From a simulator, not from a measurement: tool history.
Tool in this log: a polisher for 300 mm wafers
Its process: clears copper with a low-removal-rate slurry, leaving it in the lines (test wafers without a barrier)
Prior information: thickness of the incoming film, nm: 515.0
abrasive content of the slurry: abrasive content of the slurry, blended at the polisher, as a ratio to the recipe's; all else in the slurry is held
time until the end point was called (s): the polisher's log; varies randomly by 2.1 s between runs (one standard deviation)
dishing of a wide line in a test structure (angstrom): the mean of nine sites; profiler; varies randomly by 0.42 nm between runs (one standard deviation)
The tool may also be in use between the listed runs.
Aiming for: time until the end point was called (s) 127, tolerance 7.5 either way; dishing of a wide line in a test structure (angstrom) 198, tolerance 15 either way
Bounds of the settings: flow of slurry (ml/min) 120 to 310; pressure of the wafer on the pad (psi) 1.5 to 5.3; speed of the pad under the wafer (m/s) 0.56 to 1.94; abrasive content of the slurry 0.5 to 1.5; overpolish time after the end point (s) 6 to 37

run	hour	flow of slurry (ml/min)	pressure of the wafer on the pad (psi)	speed of the pad under the wafer (m/s)	abrasive content of the slurry	overpolish time after the end point (s)	time until the end point was called (s)	dishing of a wide line in a test structure (angstrom)
1	0	200	3.4	1.24	1	19	160.41	411.76
2	1.7	205	3.1	1.4	1	15	150.44	348.38
3	3.5	205	3.1	1.18	1	15	181.83	309.57
4	5.4	235	2.6	1.4	1.05	12	173.29	267.45
5	12.5	235	2.1	1.4	1.05	12	214.52	226.48
6	16.5	205	2.1	1.4	1.05	12	215.06	226.18
7	20.4	235	2	1.56	1.2	10	186.72	212.49
8	21.2	245	2	1.66	1.3	9	175.68	209.15
9	27.2	265	2	1.74	1.35	8	162.39	200.24
10	32.8	280	2.1	1.8	1.4	7	151.37	193.34
11	37.7	290	2.2	1.82	1.45	7	138.51	195.75
12	42.5	290	2.3	1.82	1.45	7	135.89	204.09
13	50	290	2.1	1.94	1.5	6	137.08	180.55
14	51.5	290	2.1	1.94	1.5	6	133.83	180.41

Consider the 4 candidate settings below. Which is the only one whose results all fall within their allowed miss of target?
A	53	230	2.5	1.86	1.5	6	?	?
B	53	275	2	1.9	1.5	6	?	?
C	53	310	1.9	1.94	1.5	6	?	?
D	53	245	2	1.94	1.5	6	?	?

move	time until the end point was called (s)	dishing of a wide line in a test structure (angstrom)
A	126.93	199.81
B	146.91	174.81
C	148.48	172.89
D	145.51	176.27
A: hits every target within its allowed miss
B: the biggest miss grows against the last run
C: the biggest miss grows against the last run
D: the biggest miss grows against the last run
A is the move that brings every result within its allowed miss.

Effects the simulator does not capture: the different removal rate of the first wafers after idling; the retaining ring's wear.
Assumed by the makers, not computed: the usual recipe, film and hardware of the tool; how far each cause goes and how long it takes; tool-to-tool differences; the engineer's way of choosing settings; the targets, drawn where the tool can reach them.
